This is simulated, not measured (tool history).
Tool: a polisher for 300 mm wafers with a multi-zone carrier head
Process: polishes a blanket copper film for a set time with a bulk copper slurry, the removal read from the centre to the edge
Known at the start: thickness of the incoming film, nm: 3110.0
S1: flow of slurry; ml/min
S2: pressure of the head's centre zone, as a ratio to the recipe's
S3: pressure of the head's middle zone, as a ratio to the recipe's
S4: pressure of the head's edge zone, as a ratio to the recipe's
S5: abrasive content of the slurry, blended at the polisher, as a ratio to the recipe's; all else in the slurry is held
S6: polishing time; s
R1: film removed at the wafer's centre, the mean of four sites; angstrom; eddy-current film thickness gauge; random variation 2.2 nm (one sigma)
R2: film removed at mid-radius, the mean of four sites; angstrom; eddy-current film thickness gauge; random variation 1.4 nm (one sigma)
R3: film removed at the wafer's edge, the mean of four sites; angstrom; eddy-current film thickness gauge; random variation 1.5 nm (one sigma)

| run | hour | S1 | S2 | S3 | S4 | S5 | S6 | R1 | R2 | R3 |
|---|---|---|---|---|---|---|---|---|---|---|
| 1 | 0.0 | 185 | 1.00 | 1.00 | 1.00 | 1.00 | 49 | 2225.6 | 2133.0 | 2141.0 |
| 2 | 3.7 | 185 | 1.01 | 0.98 | 0.99 | 0.95 | 47 | 2053.6 | 2037.1 | 1996.0 |
| 3 | 11.9 | 185 | 1.03 | 0.96 | 0.99 | 1.00 | 44 | 2015.7 | 1853.5 | 1913.5 |
| 4 | 19.1 | 185 | 1.03 | 1.04 | 0.99 | 1.00 | 44 | 1972.4 | 2038.5 | 1917.9 |
| 5 | 27.9 | 185 | 1.03 | 1.04 | 0.99 | 0.80 | 44 | 1916.8 | 1910.2 | 1753.1 |
| 6 | 30.9 | 180 | 1.03 | 1.01 | 0.99 | 0.75 | 43 | 1837.5 | 1788.1 | 1727.9 |
| 7 | 37.0 | 180 | 1.04 | 0.99 | 0.98 | 0.70 | 42 | 1767.7 | 1663.1 | 1648.3 |
| 8 | 43.7 | 180 | 1.05 | 0.98 | 0.97 | 0.65 | 41 | 1709.3 | 1552.2 | 1567.8 |
| 9 | 47.4 | 180 | 1.06 | 0.97 | 0.95 | 0.65 | 41 | 1749.5 | 1575.3 | 1555.9 |

Forecast run 10:
| 10 | 54.0 | 180 | 1.06 | 0.96 | 0.94 | 0.65 | 41 | ? | ? | ? |

{"run 10": {"R1": 1721.4, "R2": 1539.7, "R3": 1524.3}}
